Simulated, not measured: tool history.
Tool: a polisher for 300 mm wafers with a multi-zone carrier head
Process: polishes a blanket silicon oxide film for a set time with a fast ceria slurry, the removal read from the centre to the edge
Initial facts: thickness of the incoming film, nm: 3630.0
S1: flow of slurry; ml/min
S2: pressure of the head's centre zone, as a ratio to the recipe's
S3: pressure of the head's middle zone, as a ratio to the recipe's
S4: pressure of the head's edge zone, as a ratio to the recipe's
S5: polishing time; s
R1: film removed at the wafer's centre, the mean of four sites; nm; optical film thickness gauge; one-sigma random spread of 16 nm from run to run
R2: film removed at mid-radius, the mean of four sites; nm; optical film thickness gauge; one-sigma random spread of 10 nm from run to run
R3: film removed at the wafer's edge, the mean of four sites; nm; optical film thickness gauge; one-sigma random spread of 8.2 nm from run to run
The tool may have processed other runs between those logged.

Run 1, day 0.000: S1 140 ml/min, S2 1.00, S3 1.00, S4 1.00, S5 65 s. Result: R1 1194.1 nm, R2 1133.2 nm, R3 1157.8 nm.
Run 2, day 0.133: S1 140 ml/min, S2 1.00, S3 1.00, S4 1.05, S5 65 s. Result: R1 1209.8 nm, R2 1134.9 nm, R3 1182.8 nm.
Run 3, day 0.258: S1 150 ml/min, S2 1.02, S3 0.97, S4 1.08, S5 65 s. Result: R1 1243.3 nm, R2 1116.8 nm, R3 1219.5 nm.
Run 4, day 0.529: S1 150 ml/min, S2 1.02, S3 0.97, S4 1.08, S5 71 s. Result: R1 1338.0 nm, R2 1229.9 nm, R3 1340.7 nm.
Run 5, day 0.733: S1 150 ml/min, S2 1.06, S3 0.94, S4 1.08, S5 71 s. Result: R1 1432.6 nm, R2 1205.3 nm, R3 1342.0 nm.
Run 6, day 1.021: S1 145 ml/min, S2 1.07, S3 0.92, S4 1.08, S5 71 s. Result: R1 1427.2 nm, R2 1159.6 nm, R3 1335.5 nm.
Run 7, day 1.308: S1 145 ml/min, S2 1.08, S3 0.91, S4 1.08, S5 71 s. Result: R1 1412.6 nm, R2 1156.0 nm, R3 1339.4 nm.
Run 8, day 1.658: S1 145 ml/min, S2 1.10, S3 0.89, S4 1.08, S5 71 s. Result: R1 1493.9 nm, R2 1110.4 nm, R3 1335.3 nm.

Forecast run 9:
Run 9, day 1.912: S1 145 ml/min, S2 1.11, S3 0.88, S4 1.08, S5 71 s. Result: R1 ?, R2 ?, R3 ?.

{"run 9": {"R1": 1481.2, "R2": 1122.3, "R3": 1337.4}}
